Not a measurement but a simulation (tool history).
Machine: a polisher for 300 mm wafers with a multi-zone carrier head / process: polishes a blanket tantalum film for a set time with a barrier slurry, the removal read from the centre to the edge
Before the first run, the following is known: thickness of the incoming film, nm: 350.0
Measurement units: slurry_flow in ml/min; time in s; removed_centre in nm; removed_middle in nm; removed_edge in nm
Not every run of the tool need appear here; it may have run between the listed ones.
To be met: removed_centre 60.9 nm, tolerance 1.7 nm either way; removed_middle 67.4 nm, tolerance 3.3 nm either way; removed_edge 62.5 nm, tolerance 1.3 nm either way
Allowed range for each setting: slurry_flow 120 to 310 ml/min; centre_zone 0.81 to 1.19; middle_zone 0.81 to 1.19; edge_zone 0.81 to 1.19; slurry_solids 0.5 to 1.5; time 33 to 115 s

run,hour,slurry_flow,centre_zone,middle_zone,edge_zone,slurry_solids,time,removed_centre,removed_middle,removed_edge
1,0,200,1,1,1,1,73,88.52,92.553,88.832
2,1.5,200,1,1,1,1.15,73,91.835,95.114,92.993
3,4.5,190,0.97,0.97,0.96,0.95,71,79.952,82.399,81.555
4,10.1,185,0.95,0.97,0.92,0.8,71,71.62,76.167,73.214
5,11.6,185,0.95,0.97,0.98,0.8,71,71.982,74.215,74.831
6,12.9,185,0.95,0.97,0.91,0.8,71,72.4,75.981,72.398
7,18.5,175,0.93,0.97,0.88,0.75,71,67.006,72.538,68.731
8,21.1,165,0.93,0.97,0.86,0.75,71,67.027,70.579,67.574
9,22.9,155,0.92,0.98,0.84,0.75,71,64.384,70.013,66.252
10,25.4,150,0.92,0.99,0.83,0.75,71,63.967,69.183,64.512
11,29.9,150,0.92,0.99,0.83,0.75,71,65.184,69.443,65.019
12,32.9,145,0.91,1,0.82,0.75,71,62.59,70.649,64.478
13,36.2,130,0.91,0.98,0.81,0.7,71,57.476,62.82,60.446
14,42.3,135,0.91,0.98,0.81,0.7,71,58.951,66.072,61.29
15,48.1,140,0.91,0.98,0.81,0.7,71,60.233,66.69,60.526

Which one of the following 4 next-run settings gets every result inside its allowed miss? There is exactly one.
A,53.9,145,0.98,0.99,0.83,0.65,70,?,?,?
B,53.9,180,0.98,0.97,0.81,0.6,74,?,?,?
C,53.9,165,0.93,1,0.81,0.7,66,?,?,?
D,53.9,170,0.89,0.97,0.83,0.95,59,?,?,?

move,removed_centre,removed_middle,removed_edge
A,59.831,60.782,57.813
B,61.855,61.423,58.098
C,58.724,62.954,58.26
D,60.304,65.612,62.881
A: misses by more than the last run did
B: misses by more than the last run did
C: misses by more than the last run did
D: every result within its allowed miss
Move D is the one to make.
